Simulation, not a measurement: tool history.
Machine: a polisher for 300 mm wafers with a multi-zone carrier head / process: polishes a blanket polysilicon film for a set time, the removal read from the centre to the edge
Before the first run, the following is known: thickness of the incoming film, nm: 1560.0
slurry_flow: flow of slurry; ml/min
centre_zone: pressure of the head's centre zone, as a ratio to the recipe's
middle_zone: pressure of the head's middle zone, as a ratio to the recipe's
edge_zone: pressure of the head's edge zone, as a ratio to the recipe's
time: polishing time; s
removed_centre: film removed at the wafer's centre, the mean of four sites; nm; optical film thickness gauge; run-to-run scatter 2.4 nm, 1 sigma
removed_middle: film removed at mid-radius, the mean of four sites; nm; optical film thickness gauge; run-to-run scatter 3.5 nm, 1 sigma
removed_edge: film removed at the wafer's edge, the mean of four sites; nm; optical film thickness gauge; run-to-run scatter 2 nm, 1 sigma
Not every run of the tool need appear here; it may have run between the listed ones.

Run 1, hour 0.0: slurry_flow 245 ml/min, centre_zone 1.00, middle_zone 1.00, edge_zone 1.00, time 52 s. Result: removed_centre 450.90 nm, removed_middle 444.03 nm, removed_edge 464.35 nm.
Run 2, hour 0.9: slurry_flow 195 ml/min, centre_zone 1.00, middle_zone 1.00, edge_zone 1.00, time 52 s. Result: removed_centre 437.48 nm, removed_middle 435.72 nm, removed_edge 454.49 nm.
Run 3, hour 9.7: slurry_flow 195 ml/min, centre_zone 1.05, middle_zone 1.00, edge_zone 1.00, time 52 s. Result: removed_centre 458.06 nm, removed_middle 431.17 nm, removed_edge 448.23 nm.
Run 4, hour 16.7: slurry_flow 195 ml/min, centre_zone 1.05, middle_zone 1.08, edge_zone 1.00, time 52 s. Result: removed_centre 455.27 nm, removed_middle 470.01 nm, removed_edge 448.15 nm.
Run 5, hour 22.5: slurry_flow 195 ml/min, centre_zone 1.05, middle_zone 1.05, edge_zone 0.98, time 49 s. Result: removed_centre 427.33 nm, removed_middle 431.35 nm, removed_edge 418.59 nm.
Run 6, hour 25.1: slurry_flow 195 ml/min, centre_zone 1.12, middle_zone 1.05, edge_zone 0.98, time 49 s. Result: removed_centre 461.19 nm, removed_middle 436.30 nm, removed_edge 418.66 nm.
At hour 26.3: worn pad replaced by a new one.
Run 7, hour 26.3: slurry_flow 190 ml/min, centre_zone 1.11, middle_zone 1.03, edge_zone 0.96, time 47 s. Result: removed_centre 494.52 nm, removed_middle 456.64 nm, removed_edge 449.45 nm.
Run 8, hour 32.5: slurry_flow 190 ml/min, centre_zone 1.12, middle_zone 1.03, edge_zone 1.00, time 45 s. Result: removed_centre 472.50 nm, removed_middle 429.85 nm, removed_edge 433.77 nm.
Run 9, hour 34.3: slurry_flow 190 ml/min, centre_zone 1.12, middle_zone 1.03, edge_zone 1.00, time 45 s. Result: removed_centre 471.89 nm, removed_middle 434.76 nm, removed_edge 432.86 nm.
Run 10, hour 42.6: slurry_flow 180 ml/min, centre_zone 1.10, middle_zone 1.01, edge_zone 0.96, time 41 s. Result: removed_centre 417.21 nm, removed_middle 388.40 nm, removed_edge 385.98 nm.
Run 11, hour 44.8: slurry_flow 180 ml/min, centre_zone 1.09, middle_zone 0.99, edge_zone 0.93, time 39 s. Result: removed_centre 392.59 nm, removed_middle 359.47 nm, removed_edge 361.14 nm.
Run 12, hour 48.4: slurry_flow 180 ml/min, centre_zone 1.08, middle_zone 0.97, edge_zone 0.91, time 39 s. Result: removed_centre 391.17 nm, removed_middle 359.31 nm, removed_edge 363.89 nm.
Run 13, hour 56.1: slurry_flow 185 ml/min, centre_zone 1.07, middle_zone 0.96, edge_zone 0.89, time 38 s. Result: removed_centre 374.32 nm, removed_middle 346.26 nm, removed_edge 352.79 nm.
Run 14, hour 62.0: slurry_flow 185 ml/min, centre_zone 1.07, middle_zone 0.95, edge_zone 0.88, time 37 s. Result: removed_centre 371.38 nm, removed_middle 331.24 nm, removed_edge 337.32 nm.
Run 15, hour 65.3: slurry_flow 185 ml/min, centre_zone 1.06, middle_zone 0.94, edge_zone 0.87, time 37 s. Result: removed_centre 362.47 nm, removed_middle 333.85 nm, removed_edge 339.19 nm.
Run 16, hour 72.5: slurry_flow 190 ml/min, centre_zone 1.06, middle_zone 0.93, edge_zone 0.86, time 36 s. Result: removed_centre 359.94 nm, removed_middle 323.58 nm, removed_edge 326.64 nm.
Run 17, hour 80.3: slurry_flow 190 ml/min, centre_zone 1.05, middle_zone 0.92, edge_zone 0.86, time 36 s. Result: removed_centre 352.91 nm, removed_middle 318.80 nm, removed_edge 325.91 nm.
Run 18, hour 83.7: slurry_flow 190 ml/min, centre_zone 1.05, middle_zone 0.91, edge_zone 0.85, time 36 s. Result: removed_centre 350.47 nm, removed_middle 317.62 nm, removed_edge 323.01 nm.
Run 19, hour 92.0: slurry_flow 190 ml/min, centre_zone 1.05, middle_zone 0.90, edge_zone 0.85, time 36 s. Result: removed_centre 353.14 nm, removed_middle 316.78 nm, removed_edge 326.49 nm.

Predict the results of run 20:
Run 20, hour 100.1: slurry_flow 190 ml/min, centre_zone 1.05, middle_zone 0.89, edge_zone 0.84, time 36 s. Result: removed_centre ?, removed_middle ?, removed_edge ?.

removed_centre: 355.31 nm
removed_middle: 308.09 nm
removed_edge: 324.93 nm
